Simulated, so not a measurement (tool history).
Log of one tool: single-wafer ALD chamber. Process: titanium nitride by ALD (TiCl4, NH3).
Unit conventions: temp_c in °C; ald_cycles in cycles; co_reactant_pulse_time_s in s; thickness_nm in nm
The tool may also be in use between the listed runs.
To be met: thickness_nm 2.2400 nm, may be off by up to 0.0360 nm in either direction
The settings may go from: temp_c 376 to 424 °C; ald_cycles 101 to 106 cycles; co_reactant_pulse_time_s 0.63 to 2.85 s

run 1 hour=0.0 | temp_c=400 ald_cycles=106 co_reactant_pulse_time_s=1.74 | thickness_nm=2.3923
run 2 hour=5.2 | temp_c=408 ald_cycles=106 co_reactant_pulse_time_s=1.74 | thickness_nm=2.4132
run 3 hour=13.9 | temp_c=408 ald_cycles=106 co_reactant_pulse_time_s=1.74 | thickness_nm=2.4197
run 4 hour=22.0 | temp_c=408 ald_cycles=106 co_reactant_pulse_time_s=1.74 | thickness_nm=2.4282
run 5 hour=28.4 | temp_c=405 ald_cycles=105 co_reactant_pulse_time_s=1.65 | thickness_nm=2.3827
run 6 hour=30.5 | temp_c=403 ald_cycles=104 co_reactant_pulse_time_s=1.56 | thickness_nm=2.3478
run 7 hour=36.0 | temp_c=402 ald_cycles=103 co_reactant_pulse_time_s=1.50 | thickness_nm=2.3201
run 8 hour=45.1 | temp_c=401 ald_cycles=103 co_reactant_pulse_time_s=1.45 | thickness_nm=2.3457
run 9 hour=52.3 | temp_c=401 ald_cycles=103 co_reactant_pulse_time_s=1.45 | thickness_nm=2.3291
run 10 hour=58.5 | temp_c=399 ald_cycles=103 co_reactant_pulse_time_s=1.38 | thickness_nm=2.3234

Exercise: of the 5 proposed moves below, exactly one satisfies all targets within the stated allowed misses. Which move is it?
run A hour=64.7 | temp_c=399 ald_cycles=104 co_reactant_pulse_time_s=1.50 | thickness_nm=?
run B hour=64.7 | temp_c=409 ald_cycles=101 co_reactant_pulse_time_s=1.52 | thickness_nm=?
run C hour=64.7 | temp_c=396 ald_cycles=102 co_reactant_pulse_time_s=0.89 | thickness_nm=?
run D hour=64.7 | temp_c=398 ald_cycles=102 co_reactant_pulse_time_s=1.38 | thickness_nm=?
run E hour=64.7 | temp_c=407 ald_cycles=101 co_reactant_pulse_time_s=1.61 | thickness_nm=?

move=A thickness_nm=2.3708
move=B thickness_nm=2.3177
move=C thickness_nm=2.2647
move=D thickness_nm=2.3148
move=E thickness_nm=2.3197
A: misses by more than the last run did
B: better than the last run, though not everything is in spec
C: meets every target
D: better than the last run, though not everything is in spec
E: as far off as the last run
So the answer is move C, the one that meets all the targets.
